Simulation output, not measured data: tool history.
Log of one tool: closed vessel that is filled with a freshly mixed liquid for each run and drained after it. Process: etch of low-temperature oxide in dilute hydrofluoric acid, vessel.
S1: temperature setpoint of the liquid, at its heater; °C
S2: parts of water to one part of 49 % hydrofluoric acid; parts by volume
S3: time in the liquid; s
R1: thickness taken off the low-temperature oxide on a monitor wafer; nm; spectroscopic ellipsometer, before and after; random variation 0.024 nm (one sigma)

run 1 hour=0 | S1=24 S2=70 S3=30 | R1=8.692
run 2 hour=5.1 | S1=22.5 S2=70 S3=30 | R1=8.2482
run 3 hour=11.1 | S1=22.5 S2=70 S3=30 | R1=8.2628
run 4 hour=19.6 | S1=22 S2=70 S3=30 | R1=8.0434
run 5 hour=20.5 | S1=21.5 S2=70 S3=30 | R1=7.8771
run 6 hour=27.9 | S1=24.5 S2=70 S3=30 | R1=8.9358
run 7 hour=32.9 | S1=23.5 S2=70 S3=30 | R1=8.5021
run 8 hour=34.9 | S1=19.5 S2=80 S3=30 | R1=6.2859
run 9 hour=40 | S1=19 S2=80 S3=30 | R1=6.1003

Run 10 comes next. What will it give?
run 10 hour=43.6 | S1=18.5 S2=80 S3=30 | R1=?

{"run 10": {"R1": 6.0522}}
